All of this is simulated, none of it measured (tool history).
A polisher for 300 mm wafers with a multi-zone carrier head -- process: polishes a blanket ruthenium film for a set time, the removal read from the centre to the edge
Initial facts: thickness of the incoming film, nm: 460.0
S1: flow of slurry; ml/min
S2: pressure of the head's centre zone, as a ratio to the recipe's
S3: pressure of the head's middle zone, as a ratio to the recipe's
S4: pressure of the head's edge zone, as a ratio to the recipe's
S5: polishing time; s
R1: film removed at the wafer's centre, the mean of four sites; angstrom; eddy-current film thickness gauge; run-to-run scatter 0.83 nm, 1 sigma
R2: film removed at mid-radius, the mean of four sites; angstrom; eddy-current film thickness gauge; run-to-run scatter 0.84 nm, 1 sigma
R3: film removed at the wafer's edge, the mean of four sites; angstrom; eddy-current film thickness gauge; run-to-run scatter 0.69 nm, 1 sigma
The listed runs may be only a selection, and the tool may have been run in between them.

run 1 hour=0 | S1=185 S2=1 S3=1 S4=1 S5=43 | R1=550.45 R2=582.15 R3=573.91
run 2 hour=7 | S1=185 S2=1 S3=1 S4=1.04 S5=43 | R1=551.01 R2=569.3 R3=582.18
run 3 hour=9.5 | S1=185 S2=1 S3=1.07 S4=1.04 S5=43 | R1=544.88 R2=613.38 R3=584.34
run 4 hour=13.4 | S1=185 S2=1 S3=1.07 S4=1.04 S5=36 | R1=467.86 R2=503.82 R3=487.86
run 5 hour=19 | S1=185 S2=1 S3=1.07 S4=1.11 S5=36 | R1=465.69 R2=497.12 R3=515.23
run 6 hour=19.8 | S1=140 S2=1 S3=1.07 S4=1.11 S5=36 | R1=435.08 R2=476.74 R3=493.27
run 7 hour=25.7 | S1=160 S2=1.01 S3=1.06 S4=1.13 S5=40 | R1=505.58 R2=547.12 R3=560.84
run 8 hour=28.5 | S1=180 S2=1 S3=1.04 S4=1.15 S5=43 | R1=557.88 R2=589.7 R3=620.54
run 9 hour=34.5 | S1=195 S2=0.99 S3=1.03 S4=1.16 S5=45 | R1=571.25 R2=613.06 R3=659.01
run 10 hour=42.9 | S1=205 S2=0.99 S3=1.02 S4=1.17 S5=47 | R1=610.28 R2=634.06 R3=689.24
run 11 hour=47.3 | S1=210 S2=0.99 S3=1.02 S4=1.18 S5=49 | R1=638.02 R2=658.98 R3=734.59
run 12 hour=54 | S1=215 S2=0.99 S3=1.03 S4=1.18 S5=50 | R1=645.49 R2=684.75 R3=738.15
-- hour=56.2 slurry nozzle cleaned
run 13 hour=56.2 | S1=215 S2=0.99 S3=1.02 S4=1.18 S5=51 | R1=694.74 R2=723.73 R3=766.44

Expected results for the next run?
run 14 hour=57 | S1=220 S2=0.98 S3=1.01 S4=1.18 S5=52 | R1=? R2=? R3=?

R1: 699.06 angstrom
R2: 726.01 angstrom
R3: 787.3 angstrom
